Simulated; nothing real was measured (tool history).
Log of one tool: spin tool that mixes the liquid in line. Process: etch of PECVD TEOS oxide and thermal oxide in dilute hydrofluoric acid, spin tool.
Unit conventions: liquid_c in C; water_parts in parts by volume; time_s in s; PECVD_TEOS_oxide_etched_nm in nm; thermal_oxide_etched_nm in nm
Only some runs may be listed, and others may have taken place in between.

run  hour  liquid_c  water_parts  time_s  PECVD_TEOS_oxide_etched_nm  thermal_oxide_etched_nm
  1     0        24          135      30                       5.766                   1.0552
  2   5.4        22          170      30                      4.0444                  0.74447
  3   9.4        22          130      30                      5.6029                   0.9828
  4  10.9        22          180      30                       3.828                   0.6669
  5  16.7        22          210      30                      3.1445                  0.55304
  6  18.7      20.5          220      30                      2.8293                   0.5203
  7    26        19          245      25                      1.9399                  0.36523

Run 8 has not been measured yet. What should we expect?
  8  26.6      18.5          245      25                           ?                        ?

{"run 8": {"PECVD_TEOS_oxide_etched_nm": 1.9048, "thermal_oxide_etched_nm": 0.33852}}

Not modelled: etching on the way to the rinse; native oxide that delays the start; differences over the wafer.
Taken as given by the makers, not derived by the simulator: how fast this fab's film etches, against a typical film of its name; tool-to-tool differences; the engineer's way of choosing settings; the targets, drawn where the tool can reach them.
